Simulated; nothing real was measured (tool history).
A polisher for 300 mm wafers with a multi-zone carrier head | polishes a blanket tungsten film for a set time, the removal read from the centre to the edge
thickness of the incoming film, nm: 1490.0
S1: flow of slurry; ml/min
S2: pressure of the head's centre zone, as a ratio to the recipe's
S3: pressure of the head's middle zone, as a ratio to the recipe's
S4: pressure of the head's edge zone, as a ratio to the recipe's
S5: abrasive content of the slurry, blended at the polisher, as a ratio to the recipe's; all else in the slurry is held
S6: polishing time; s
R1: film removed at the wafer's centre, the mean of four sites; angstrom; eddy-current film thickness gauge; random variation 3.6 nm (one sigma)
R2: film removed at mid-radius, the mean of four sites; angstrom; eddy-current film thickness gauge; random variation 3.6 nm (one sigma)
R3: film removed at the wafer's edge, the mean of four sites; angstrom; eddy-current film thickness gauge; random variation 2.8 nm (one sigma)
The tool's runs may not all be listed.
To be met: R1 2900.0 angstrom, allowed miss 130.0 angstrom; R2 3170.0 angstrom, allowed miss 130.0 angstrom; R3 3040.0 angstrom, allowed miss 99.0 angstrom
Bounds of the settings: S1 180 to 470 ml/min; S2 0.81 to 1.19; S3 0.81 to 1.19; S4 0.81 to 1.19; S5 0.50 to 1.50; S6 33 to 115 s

Run 1, hour 0.0: S1 300 ml/min, S2 1.00, S3 1.00, S4 1.00, S5 1.00, S6 73 s. Result: R1 2196.0 angstrom, R2 2245.3 angstrom, R3 2124.4 angstrom.
Run 2, hour 5.0: S1 300 ml/min, S2 1.00, S3 0.92, S4 1.00, S5 1.00, S6 73 s. Result: R1 2161.3 angstrom, R2 2058.9 angstrom, R3 2106.7 angstrom.
Run 3, hour 7.7: S1 300 ml/min, S2 1.00, S3 0.92, S4 1.09, S5 1.00, S6 73 s. Result: R1 2204.0 angstrom, R2 2085.8 angstrom, R3 2202.9 angstrom.
Run 4, hour 11.4: S1 300 ml/min, S2 1.07, S3 0.92, S4 1.09, S5 1.00, S6 73 s. Result: R1 2342.1 angstrom, R2 2120.9 angstrom, R3 2220.7 angstrom.
At hour 16.8: worn pad replaced by a new one.
Run 5, hour 16.8: S1 300 ml/min, S2 1.15, S3 0.92, S4 1.09, S5 1.00, S6 73 s. Result: R1 2810.2 angstrom, R2 2350.5 angstrom, R3 2494.3 angstrom.
Run 6, hour 18.2: S1 265 ml/min, S2 1.11, S3 0.97, S4 1.12, S5 1.15, S6 77 s. Result: R1 2838.5 angstrom, R2 2641.1 angstrom, R3 2680.0 angstrom.
Run 7, hour 20.4: S1 250 ml/min, S2 1.09, S3 1.00, S4 1.14, S5 1.25, S6 77 s. Result: R1 2861.9 angstrom, R2 2696.9 angstrom, R3 2722.7 angstrom.
Run 8, hour 26.3: S1 240 ml/min, S2 1.06, S3 1.03, S4 1.16, S5 1.35, S6 79 s. Result: R1 2897.2 angstrom, R2 2896.8 angstrom, R3 2845.3 angstrom.
Run 9, hour 32.3: S1 235 ml/min, S2 1.04, S3 1.04, S4 1.17, S5 1.40, S6 80 s. Result: R1 2880.6 angstrom, R2 2995.9 angstrom, R3 2958.7 angstrom.

5 next moves are on the table. One of them brings every result within its allowed miss. Which?
Run A, hour 38.3: S1 235 ml/min, S2 1.02, S3 0.98, S4 1.19, S5 1.25, S6 82 s. Result: R1 ?, R2 ?, R3 ?.
Run B, hour 38.3: S1 225 ml/min, S2 1.06, S3 0.97, S4 1.17, S5 1.45, S6 81 s. Result: R1 ?, R2 ?, R3 ?.
Run C, hour 38.3: S1 255 ml/min, S2 1.05, S3 1.09, S4 1.14, S5 1.50, S6 77 s. Result: R1 ?, R2 ?, R3 ?.
Run D, hour 38.3: S1 200 ml/min, S2 1.03, S3 1.10, S4 1.18, S5 1.35, S6 85 s. Result: R1 ?, R2 ?, R3 ?.
Run E, hour 38.3: S1 250 ml/min, S2 1.10, S3 1.05, S4 1.12, S5 1.45, S6 76 s. Result: R1 ?, R2 ?, R3 ?.

move      R1      R2      R3
   A  2781.1  2812.7  2991.1
   B  2934.3  2832.0  3016.8
   C  2842.0  3048.7  2884.9
   D  2882.5  3191.1  3078.4
   E  2907.2  2883.5  2795.5
A: further off than the last run
B: further off than the last run
C: brings the result that was furthest off to its target, and leaves another outside
D: meets every target
E: further off than the last run
Answer: D
